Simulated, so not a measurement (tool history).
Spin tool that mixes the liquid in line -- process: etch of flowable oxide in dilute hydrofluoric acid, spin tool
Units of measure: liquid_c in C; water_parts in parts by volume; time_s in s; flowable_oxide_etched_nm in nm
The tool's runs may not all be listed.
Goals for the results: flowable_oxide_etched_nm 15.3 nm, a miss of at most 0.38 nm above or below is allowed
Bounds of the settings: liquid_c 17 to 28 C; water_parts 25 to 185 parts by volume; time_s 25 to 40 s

| run | hour | liquid_c | water_parts | time_s | flowable_oxide_etched_nm |
|---|---|---|---|---|---|
| 1 | 0 | 20 | 105 | 40 | 8.108 |
| 2 | 4.3 | 20 | 140 | 40 | 5.7991 |
| 3 | 8.4 | 23.5 | 140 | 40 | 6.6789 |
| 4 | 16.6 | 24.5 | 130 | 40 | 7.5913 |
| 5 | 19.5 | 25 | 120 | 40 | 8.3959 |
| 6 | 22.4 | 25 | 135 | 40 | 7.4457 |
| 7 | 25.4 | 25.5 | 125 | 40 | 8.2419 |
| 8 | 32.6 | 28 | 85 | 40 | 14.005 |

Of the 4 settings listed for the next run, only one would bring every result within its allowed miss of target. Which one?
| A | 39.8 | 26.5 | 70 | 40 | ? |
| B | 39.8 | 28 | 90 | 40 | ? |
| C | 39.8 | 26.5 | 75 | 40 | ? |
| D | 39.8 | 28 | 75 | 40 | ? |

| move | flowable_oxide_etched_nm |
|---|---|
| A | 16.339 |
| B | 13.078 |
| C | 15.141 |
| D | 16.042 |
A: takes the biggest miss from the last run beyond its target
B: further off than the last run
C: every result lands within tolerance
D: takes the biggest miss from the last run beyond its target
Go with C: it meets all targets.
